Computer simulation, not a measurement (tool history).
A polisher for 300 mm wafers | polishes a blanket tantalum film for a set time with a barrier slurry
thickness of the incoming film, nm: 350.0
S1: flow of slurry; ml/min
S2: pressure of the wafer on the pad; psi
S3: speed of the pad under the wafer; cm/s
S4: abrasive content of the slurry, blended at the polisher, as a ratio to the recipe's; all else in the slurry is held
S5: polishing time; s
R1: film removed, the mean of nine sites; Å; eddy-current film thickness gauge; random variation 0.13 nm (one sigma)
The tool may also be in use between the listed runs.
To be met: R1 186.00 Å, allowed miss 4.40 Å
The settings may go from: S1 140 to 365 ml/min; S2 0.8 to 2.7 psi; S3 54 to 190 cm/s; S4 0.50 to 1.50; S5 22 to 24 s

Run 1, hour 0.0: S1 235 ml/min, S2 1.7 psi, S3 122 cm/s, S4 1.00, S5 24 s. Result: R1 470.02 Å.
Run 2, hour 3.2: S1 235 ml/min, S2 1.4 psi, S3 122 cm/s, S4 1.00, S5 24 s. Result: R1 389.86 Å.
Run 3, hour 9.7: S1 235 ml/min, S2 1.4 psi, S3 122 cm/s, S4 1.10, S5 24 s. Result: R1 399.65 Å.
Run 4, hour 13.1: S1 235 ml/min, S2 1.2 psi, S3 122 cm/s, S4 1.10, S5 24 s. Result: R1 345.92 Å.
Run 5, hour 16.8: S1 230 ml/min, S2 1.1 psi, S3 112 cm/s, S4 1.10, S5 24 s. Result: R1 294.59 Å.
Run 6, hour 24.6: S1 230 ml/min, S2 1.1 psi, S3 112 cm/s, S4 1.10, S5 24 s. Result: R1 294.43 Å.
Run 7, hour 30.8: S1 220 ml/min, S2 1.0 psi, S3 106 cm/s, S4 1.10, S5 24 s. Result: R1 257.01 Å.
Run 8, hour 38.7: S1 205 ml/min, S2 0.9 psi, S3 102 cm/s, S4 1.10, S5 24 s. Result: R1 222.59 Å.
Run 9, hour 39.4: S1 190 ml/min, S2 0.9 psi, S3 102 cm/s, S4 1.10, S5 24 s. Result: R1 218.85 Å.
Run 10, hour 44.1: S1 180 ml/min, S2 0.9 psi, S3 102 cm/s, S4 1.10, S5 24 s. Result: R1 219.48 Å.
Run 11, hour 47.9: S1 170 ml/min, S2 0.9 psi, S3 100 cm/s, S4 1.10, S5 24 s. Result: R1 212.74 Å.
Run 12, hour 48.8: S1 165 ml/min, S2 0.9 psi, S3 98 cm/s, S4 1.10, S5 24 s. Result: R1 204.78 Å.
Run 13, hour 57.3: S1 160 ml/min, S2 0.9 psi, S3 98 cm/s, S4 1.10, S5 24 s. Result: R1 208.41 Å.

5 next moves are on the table. One of them brings every result within its allowed miss. Which?
Run A, hour 65.8: S1 140 ml/min, S2 1.0 psi, S3 106 cm/s, S4 0.85, S5 22 s. Result: R1 ?.
Run B, hour 65.8: S1 140 ml/min, S2 0.9 psi, S3 120 cm/s, S4 1.15, S5 24 s. Result: R1 ?.
Run C, hour 65.8: S1 140 ml/min, S2 0.9 psi, S3 86 cm/s, S4 1.05, S5 24 s. Result: R1 ?.
Run D, hour 65.8: S1 160 ml/min, S2 0.8 psi, S3 106 cm/s, S4 1.15, S5 22 s. Result: R1 ?.
Run E, hour 65.8: S1 200 ml/min, S2 1.0 psi, S3 86 cm/s, S4 0.95, S5 24 s. Result: R1 ?.

move      R1
   A  201.82
   B  250.13
   C  179.51
   D  186.28
   E  199.32
A: nearer than the last run, and not there yet
B: further off than the last run
C: takes the result that was furthest off past its target
D: meets every target
E: nearer than the last run, and not there yet
The right move is D.

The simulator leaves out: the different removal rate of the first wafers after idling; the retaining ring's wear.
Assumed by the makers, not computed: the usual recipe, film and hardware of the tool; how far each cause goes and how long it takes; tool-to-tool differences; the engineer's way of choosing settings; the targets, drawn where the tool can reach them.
